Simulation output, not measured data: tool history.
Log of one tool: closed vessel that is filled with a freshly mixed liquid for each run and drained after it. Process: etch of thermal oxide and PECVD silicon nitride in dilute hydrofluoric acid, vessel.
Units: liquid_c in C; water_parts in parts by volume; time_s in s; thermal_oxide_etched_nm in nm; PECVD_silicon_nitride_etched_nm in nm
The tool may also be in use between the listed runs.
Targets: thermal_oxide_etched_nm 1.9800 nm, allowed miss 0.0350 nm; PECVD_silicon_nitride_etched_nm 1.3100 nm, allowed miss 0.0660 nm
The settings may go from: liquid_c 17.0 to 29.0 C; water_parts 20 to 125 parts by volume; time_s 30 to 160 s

run,day,liquid_c,water_parts,time_s,thermal_oxide_etched_nm,PECVD_silicon_nitride_etched_nm
1,0.000,21.0,70,80,4.7077,2.5938
2,0.167,21.5,80,80,4.1422,2.2966
3,0.275,22.0,90,75,3.4846,2.0262
4,0.471,25.0,90,75,3.9574,2.4839
5,0.700,21.5,90,75,3.4121,1.9631
6,0.900,21.5,90,55,2.4984,1.4419
7,1.042,24.0,115,60,2.2893,1.4501
8,1.071,24.0,120,60,2.1951,1.3657

4 next moves are on the table. One of them brings every result within its allowed miss. Which?
A,1.100,25.0,125,55,?,?
B,1.100,17.0,115,90,?,?
C,1.100,17.0,100,75,?,?
D,1.100,21.5,115,65,?,?

move,thermal_oxide_etched_nm,PECVD_silicon_nitride_etched_nm
A,1.9885,1.3053
B,2.5934,1.3559
C,2.5240,1.2936
D,2.2522,1.3305
A: meets every target
B: further off than the last run
C: further off than the last run
D: further off than the last run
Move A is the one to make.
